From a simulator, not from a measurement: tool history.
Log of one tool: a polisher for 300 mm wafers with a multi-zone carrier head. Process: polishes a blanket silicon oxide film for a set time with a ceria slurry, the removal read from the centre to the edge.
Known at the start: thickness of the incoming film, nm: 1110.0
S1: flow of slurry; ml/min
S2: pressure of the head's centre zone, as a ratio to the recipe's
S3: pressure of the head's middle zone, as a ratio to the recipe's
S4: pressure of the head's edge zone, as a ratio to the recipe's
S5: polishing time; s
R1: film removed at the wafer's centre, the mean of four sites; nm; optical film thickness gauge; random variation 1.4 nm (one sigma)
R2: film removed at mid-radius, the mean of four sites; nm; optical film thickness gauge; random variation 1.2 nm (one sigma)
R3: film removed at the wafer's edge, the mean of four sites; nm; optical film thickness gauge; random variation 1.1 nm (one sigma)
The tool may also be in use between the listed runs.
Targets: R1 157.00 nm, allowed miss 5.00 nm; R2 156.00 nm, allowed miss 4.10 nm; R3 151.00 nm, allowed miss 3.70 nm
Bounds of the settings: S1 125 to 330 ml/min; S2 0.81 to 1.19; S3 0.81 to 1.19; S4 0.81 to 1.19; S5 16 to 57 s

run 1 hour=0.0 | S1=210 S2=1.00 S3=1.00 S4=1.00 S5=36 | R1=103.27 R2=102.87 R3=108.17
run 2 hour=6.8 | S1=230 S2=1.04 S3=1.05 S4=1.05 S5=39 | R1=119.58 R2=119.63 R3=118.61
run 3 hour=11.7 | S1=235 S2=1.05 S3=1.06 S4=1.08 S5=42 | R1=130.21 R2=126.65 R3=129.67
run 4 hour=19.2 | S1=235 S2=1.05 S3=1.11 S4=1.08 S5=42 | R1=129.15 R2=134.89 R3=131.01
run 5 hour=21.3 | S1=245 S2=1.07 S3=1.12 S4=1.11 S5=43 | R1=137.61 R2=140.27 R3=136.00
run 6 hour=24.0 | S1=255 S2=1.08 S3=1.13 S4=1.13 S5=44 | R1=143.15 R2=143.73 R3=140.99
run 7 hour=32.5 | S1=265 S2=1.09 S3=1.14 S4=1.15 S5=45 | R1=146.72 R2=149.59 R3=146.17
run 8 hour=40.8 | S1=270 S2=1.10 S3=1.15 S4=1.16 S5=45 | R1=150.10 R2=150.44 R3=147.71

5 next moves are on the table. One of them brings every result within its allowed miss. Which?
run A hour=49.1 | S1=265 S2=1.17 S3=1.19 S4=1.13 S5=44 | R1=? R2=? R3=?
run B hour=49.1 | S1=285 S2=1.16 S3=1.10 S4=1.15 S5=44 | R1=? R2=? R3=?
run C hour=49.1 | S1=255 S2=1.06 S3=1.11 S4=1.19 S5=46 | R1=? R2=? R3=?
run D hour=49.1 | S1=285 S2=1.00 S3=1.17 S4=1.11 S5=47 | R1=? R2=? R3=?
run E hour=49.1 | S1=230 S2=1.11 S3=1.15 S4=1.13 S5=48 | R1=? R2=? R3=?

move=A R1=156.21 R2=150.22 R3=141.58
move=B R1=156.16 R2=141.53 R3=143.92
move=C R1=147.03 R2=147.30 R3=151.68
move=D R1=143.72 R2=159.56 R3=150.83
move=E R1=158.41 R2=156.34 R3=152.47
A: brings the result that was furthest off to its target, and leaves another outside
B: brings the result that was furthest off to its target, and leaves another outside
C: further off than the last run
D: further off than the last run
E: meets every target
Answer: E

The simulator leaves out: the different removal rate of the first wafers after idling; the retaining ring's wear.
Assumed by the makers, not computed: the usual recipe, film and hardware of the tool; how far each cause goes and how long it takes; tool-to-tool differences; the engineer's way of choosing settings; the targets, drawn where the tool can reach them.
